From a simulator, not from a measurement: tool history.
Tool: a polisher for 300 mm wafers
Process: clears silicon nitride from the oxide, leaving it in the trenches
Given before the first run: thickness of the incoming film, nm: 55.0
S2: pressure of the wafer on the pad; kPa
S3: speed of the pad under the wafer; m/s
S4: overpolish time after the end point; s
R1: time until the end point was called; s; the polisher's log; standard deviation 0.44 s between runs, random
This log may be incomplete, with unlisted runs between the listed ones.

{"run": 1, "hour": 0.0, "flow of slurry (ml/min)": 245, "S2": 13.8, "S3": 1.06, "S4": 9, "R1": 94.915}
{"run": 2, "hour": 1.1, "flow of slurry (ml/min)": 205, "S2": 13.8, "S3": 1.06, "S4": 9, "R1": 96.784}
{"run": 3, "hour": 9.2, "flow of slurry (ml/min)": 210, "S2": 15.9, "S3": 1.06, "S4": 9, "R1": 84.04}
{"run": 4, "hour": 11.7, "flow of slurry (ml/min)": 155, "S2": 15.9, "S3": 1.06, "S4": 9, "R1": 88.759}
{"run": 5, "hour": 18.7, "flow of slurry (ml/min)": 155, "S2": 15.9, "S3": 0.78, "S4": 9, "R1": 119.26}
{"run": 6, "hour": 25.0, "flow of slurry (ml/min)": 155, "S2": 15.9, "S3": 1.02, "S4": 9, "R1": 92.869}
{"run": 7, "hour": 27.0, "flow of slurry (ml/min)": 195, "S2": 17.2, "S3": 1.02, "S4": 9, "R1": 82.129}
{"run": 8, "hour": 33.5, "flow of slurry (ml/min)": 195, "S2": 17.2, "S3": 1.02, "S4": 9, "R1": 81.173}

What does the tool deliver on the next run?
{"run": 9, "hour": 41.1, "flow of slurry (ml/min)": 195, "S2": 17.2, "S3": 1.02, "S4": 9, "R1": "?"}

Logged for run 9: R1 82.119 s.
